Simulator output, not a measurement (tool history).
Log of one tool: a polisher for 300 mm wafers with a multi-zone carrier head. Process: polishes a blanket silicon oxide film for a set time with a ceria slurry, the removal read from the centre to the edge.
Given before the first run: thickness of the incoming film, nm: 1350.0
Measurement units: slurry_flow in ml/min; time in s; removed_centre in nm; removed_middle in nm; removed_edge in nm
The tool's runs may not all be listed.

run,hour,slurry_flow,centre_zone,middle_zone,edge_zone,time,removed_centre,removed_middle,removed_edge
1,0.0,285,1.00,1.00,1.00,75,527.12,562.55,554.05
2,4.1,280,1.00,0.98,0.99,71,496.08,511.30,520.36
3,12.9,280,1.00,0.98,0.99,64,451.11,458.53,476.58
4,16.2,275,1.00,0.98,0.98,61,428.24,441.92,443.05
5,21.8,275,1.00,0.98,1.02,61,433.77,433.07,458.40
6,30.7,275,1.00,0.98,0.97,61,427.02,453.90,445.10
7,37.9,270,1.00,0.97,0.96,58,396.24,419.59,418.74
8,44.9,270,1.01,0.96,0.95,56,388.95,398.80,397.88
9,48.1,265,1.01,0.94,0.94,55,377.62,379.82,392.59
10,55.3,265,1.01,0.94,0.94,55,386.51,378.89,385.35
11,63.3,260,1.00,0.93,0.93,54,366.47,369.49,381.73
12,71.0,260,1.05,0.86,0.87,34,242.10,216.70,234.22
13,72.2,260,1.05,0.87,0.89,34,246.73,222.90,234.82
14,81.2,260,1.05,0.88,0.92,34,246.45,222.39,238.86
15,87.8,260,1.05,0.89,0.94,35,257.77,228.91,247.12
16,93.6,260,1.05,0.90,0.96,35,258.58,236.66,248.68
17,99.9,260,1.05,0.90,0.96,35,252.86,236.10,251.79

Predict the results of run 18:
18,105.1,260,1.05,0.90,0.96,35,?,?,?

{"run 18": {"removed_centre": 252.86, "removed_middle": 232.85, "removed_edge": 251.21}}
